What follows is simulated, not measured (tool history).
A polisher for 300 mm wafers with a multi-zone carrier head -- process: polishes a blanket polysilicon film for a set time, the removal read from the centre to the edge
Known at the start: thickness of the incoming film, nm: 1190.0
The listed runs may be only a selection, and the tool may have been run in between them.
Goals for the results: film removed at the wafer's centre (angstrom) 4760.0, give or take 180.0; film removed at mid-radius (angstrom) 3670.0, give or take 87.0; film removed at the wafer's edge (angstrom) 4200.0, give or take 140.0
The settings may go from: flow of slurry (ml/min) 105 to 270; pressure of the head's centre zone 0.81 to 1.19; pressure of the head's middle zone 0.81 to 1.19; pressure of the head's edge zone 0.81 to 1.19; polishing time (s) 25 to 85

run  hour  flow of slurry (ml/min)  pressure of the head's centre zone  pressure of the head's middle zone  pressure of the head's edge zone  polishing time (s)  film removed at the wafer's centre (angstrom)  film removed at mid-radius (angstrom)  film removed at the wafer's edge (angstrom)
  1   0.0                      175                                1.00                                1.00                              1.00                  55                                         3857.1                                 3870.5                                       3813.0
  2   8.1                      175                                1.00                                1.00                              1.00                  65                                         4574.0                                 4592.0                                       4622.5
  3  15.7                      150                                1.00                                1.00                              1.00                  65                                         4433.8                                 4448.4                                       4504.3
  4  21.0                      145                                1.01                                0.98                              0.99                  65                                         4444.5                                 4359.2                                       4397.9
  5  23.6                      185                                1.01                                0.98                              0.99                  65                                         4601.7                                 4517.3                                       4634.1
  6  25.3                      180                                1.02                                0.96                              0.99                  65                                         4697.1                                 4439.1                                       4586.1
  7  32.7                      130                                1.07                                0.86                              0.97                  63                                         4310.7                                 3644.4                                       4204.1
  8  35.1                      130                                1.08                                0.86                              0.97                  63                                         4423.7                                 3685.6                                       4220.6
  9  41.0                      130                                1.08                                0.86                              0.97                  63                                         4501.6                                 3685.7                                       4196.5
 10  47.3                      135                                1.10                                0.85                              0.96                  63                                         4619.7                                 3663.5                                       4181.7

Below are 4 possible settings for the next run. Only one of them brings all results inside the allowed miss of their targets. Which is it?
  A  53.6                      145                                1.15                                0.86                              1.00                  61                                              ?                                      ?                                            ?
  B  53.6                      130                                1.05                                0.86                              0.97                  63                                              ?                                      ?                                            ?
  C  53.6                      105                                1.12                                0.91                              0.97                  65                                              ?                                      ?                                            ?
  D  53.6                      130                                1.08                                0.89                              1.00                  62                                              ?                                      ?                                            ?

move  film removed at the wafer's centre (angstrom)  film removed at mid-radius (angstrom)  film removed at the wafer's edge (angstrom)
   A                                         4741.6                                 3637.8                                       4218.2
   B                                         4336.7                                 3660.9                                       4229.3
   C                                         4443.4                                 3713.6                                       4174.2
   D                                         4391.6                                 3705.5                                       4205.8
A: all results land within tolerance of their targets
B: misses by more than the last run did
C: misses by more than the last run did
D: misses by more than the last run did
A is the move that brings every result within its allowed miss.
